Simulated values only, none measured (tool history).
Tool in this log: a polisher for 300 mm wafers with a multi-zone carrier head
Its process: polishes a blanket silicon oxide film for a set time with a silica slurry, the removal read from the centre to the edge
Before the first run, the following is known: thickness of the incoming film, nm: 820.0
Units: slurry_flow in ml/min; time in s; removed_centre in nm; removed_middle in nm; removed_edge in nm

| run | hour | slurry_flow | centre_zone | middle_zone | edge_zone | slurry_solids | time | removed_centre | removed_middle | removed_edge |
|---|---|---|---|---|---|---|---|---|---|---|
| 1 | 0 | 170 | 1 | 1 | 1 | 1 | 72 | 231.76 | 226.07 | 227.29 |
| 2 | 8.1 | 170 | 0.95 | 1 | 1 | 1 | 72 | 219.9 | 227.94 | 227.9 |
| 3 | 16.9 | 160 | 0.92 | 1.01 | 1 | 0.9 | 72 | 202.63 | 209.49 | 217.14 |
| 4 | 19.9 | 160 | 0.85 | 1.01 | 1 | 0.9 | 72 | 185.98 | 221.34 | 213.59 |
| 5 | 24.6 | 160 | 0.85 | 0.97 | 1 | 0.9 | 72 | 187.95 | 203.75 | 217.26 |
| 6 | 29.8 | 155 | 0.84 | 0.99 | 1.01 | 0.85 | 71 | 176.09 | 195.21 | 206.69 |
| 7 | 30.7 | 150 | 0.83 | 1.01 | 1.01 | 0.8 | 71 | 172.55 | 195.8 | 200.09 |

Run 8 is up next; what results do you expect?
| 8 | 32.1 | 150 | 0.83 | 1.03 | 1.04 | 0.8 | 70 | ? | ? | ? |

removed_centre: 165.57 nm
removed_middle: 201.13 nm
removed_edge: 202.49 nm

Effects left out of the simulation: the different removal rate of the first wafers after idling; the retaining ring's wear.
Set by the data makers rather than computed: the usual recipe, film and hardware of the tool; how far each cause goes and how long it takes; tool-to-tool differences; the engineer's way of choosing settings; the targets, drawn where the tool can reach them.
